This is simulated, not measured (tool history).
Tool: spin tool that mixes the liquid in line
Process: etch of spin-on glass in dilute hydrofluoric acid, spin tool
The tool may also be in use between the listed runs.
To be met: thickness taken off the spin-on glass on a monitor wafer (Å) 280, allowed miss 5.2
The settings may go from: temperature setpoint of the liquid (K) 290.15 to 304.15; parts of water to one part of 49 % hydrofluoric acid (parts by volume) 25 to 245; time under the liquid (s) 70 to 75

run,hour,temperature setpoint of the liquid (K),parts of water to one part of 49 % hydrofluoric acid (parts by volume),time under the liquid (s),thickness taken off the spin-on glass on a monitor wafer (Å)
1,0,296.15,135,70,151.34
2,0.8,296.15,110,70,187.13
3,3.1,294.65,110,70,176.66
4,9.7,294.65,110,70,176.72
5,11.5,294.65,110,75,190.42
6,18.5,294.65,110,70,176.91
7,22.1,298.65,95,70,244.75
8,30.6,299.65,95,70,254.04
9,35.8,300.15,95,70,259.49
10,39.2,300.65,95,70,264.28
11,41.5,301.15,95,70,271.55

Which of these 5 next moves meets every target?
A,43.8,302.65,100,75,?
B,43.8,303.15,95,70,?
C,43.8,303.65,100,70,?
D,43.8,300.15,90,75,?
E,43.8,300.15,85,70,?

move,thickness taken off the spin-on glass on a monitor wafer (Å)
A,288.89
B,291.27
C,279.93
D,295.73
E,294.22
A: takes the result that was furthest off past its target
B: takes the result that was furthest off past its target
C: meets every target
D: takes the result that was furthest off past its target
E: takes the result that was furthest off past its target
The right move is C.
